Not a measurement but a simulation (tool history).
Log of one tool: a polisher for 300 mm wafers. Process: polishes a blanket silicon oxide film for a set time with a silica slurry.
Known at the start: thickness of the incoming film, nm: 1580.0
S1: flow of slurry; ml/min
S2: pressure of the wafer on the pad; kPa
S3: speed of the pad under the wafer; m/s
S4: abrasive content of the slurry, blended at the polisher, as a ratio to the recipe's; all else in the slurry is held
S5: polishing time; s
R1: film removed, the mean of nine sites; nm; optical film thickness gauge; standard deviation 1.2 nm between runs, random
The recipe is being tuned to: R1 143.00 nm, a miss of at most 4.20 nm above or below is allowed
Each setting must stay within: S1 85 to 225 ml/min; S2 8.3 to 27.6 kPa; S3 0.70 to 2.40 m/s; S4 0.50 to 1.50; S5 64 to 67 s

run	hour	S1	S2	S3	S4	S5	R1
1	0.0	145	17.9	1.54	1.00	64	172.83
2	6.5	145	17.9	1.54	1.00	67	179.60
3	8.7	145	17.9	1.54	1.15	67	189.72
4	16.6	145	17.9	1.54	1.10	67	185.42
5	19.0	145	15.2	1.54	1.10	67	160.38
6	27.5	140	15.2	1.54	1.10	67	157.51
7	34.6	140	15.2	1.54	1.10	67	157.55
8	37.9	135	15.2	1.54	1.10	67	158.00
9	42.2	130	14.5	1.54	1.10	67	146.68

5 next moves are on the table. One of them brings every result within its allowed miss. Which?
A	46.5	135	15.9	1.54	1.10	64	?
B	46.5	105	13.1	2.10	0.90	67	?
C	46.5	140	15.9	1.58	0.85	66	?
D	46.5	125	15.9	1.44	1.10	67	?
E	46.5	135	15.2	1.58	0.95	64	?

move	R1
A	156.79
B	152.78
C	151.10
D	152.92
E	145.29
A: the biggest miss grows against the last run
B: the biggest miss grows against the last run
C: the biggest miss grows against the last run
D: the biggest miss grows against the last run
E: every result lands within tolerance
E is the move that brings every result within its allowed miss.

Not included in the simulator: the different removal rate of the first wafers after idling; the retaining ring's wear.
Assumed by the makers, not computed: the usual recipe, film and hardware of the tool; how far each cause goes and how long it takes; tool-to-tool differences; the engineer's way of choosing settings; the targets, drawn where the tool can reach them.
